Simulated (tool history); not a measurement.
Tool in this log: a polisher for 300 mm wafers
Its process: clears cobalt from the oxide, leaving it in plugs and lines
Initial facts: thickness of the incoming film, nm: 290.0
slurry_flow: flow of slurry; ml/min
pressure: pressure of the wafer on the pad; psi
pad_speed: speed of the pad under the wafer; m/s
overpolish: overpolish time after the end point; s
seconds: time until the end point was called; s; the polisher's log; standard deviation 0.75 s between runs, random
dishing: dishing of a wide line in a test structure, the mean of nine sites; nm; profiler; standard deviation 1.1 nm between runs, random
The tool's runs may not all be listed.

run	day	slurry_flow	pressure	pad_speed	overpolish	seconds	dishing
1	0	205	1.7	0.88	23	82.161	44.132
2	0.042	205	1.8	0.88	23	78.614	44.42
3	0.112	205	1.9	0.88	23	74.863	45.81
4	0.483	205	1.9	0.88	20	76.155	43.134
5	0.754	205	1.9	0.74	20	86.13	41.162
6	0.904	230	1.9	0.74	20	84.497	41.281
7	0.933	235	2.4	0.86	20	59.458	46.511
8	1.208	235	2.4	0.88	21	59.419	47.112
9	1.504	235	2.4	0.9	21	57.276	48.949

Run 10 is up next; what results do you expect?
10	1.562	235	2.6	0.94	22	?	?

Logged for run 10: seconds 50.296 s, dishing 49.798 nm.
